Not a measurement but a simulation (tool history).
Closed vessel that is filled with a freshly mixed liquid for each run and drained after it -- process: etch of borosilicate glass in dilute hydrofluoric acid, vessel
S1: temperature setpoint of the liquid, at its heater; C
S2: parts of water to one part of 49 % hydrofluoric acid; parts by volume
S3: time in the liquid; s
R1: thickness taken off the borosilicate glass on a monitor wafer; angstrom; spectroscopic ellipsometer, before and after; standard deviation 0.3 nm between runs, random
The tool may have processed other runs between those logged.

| run | hour | S1 | S2 | S3 | R1 |
|---|---|---|---|---|---|
| 1 | 0 | 22 | 270 | 115 | 157.09 |
| 2 | 5.3 | 24 | 245 | 115 | 187 |
| 3 | 12.5 | 25.5 | 225 | 115 | 223.28 |
| 4 | 21.6 | 28.5 | 225 | 115 | 246.36 |
| 5 | 30.5 | 28.5 | 225 | 115 | 249.99 |
| 6 | 33.6 | 29 | 215 | 115 | 263.29 |
| 7 | 36.2 | 30 | 185 | 115 | 333.15 |

What does the tool deliver on the next run?
| 8 | 41.2 | 29.5 | 185 | 115 | ? |

R1: 330.92 angstrom
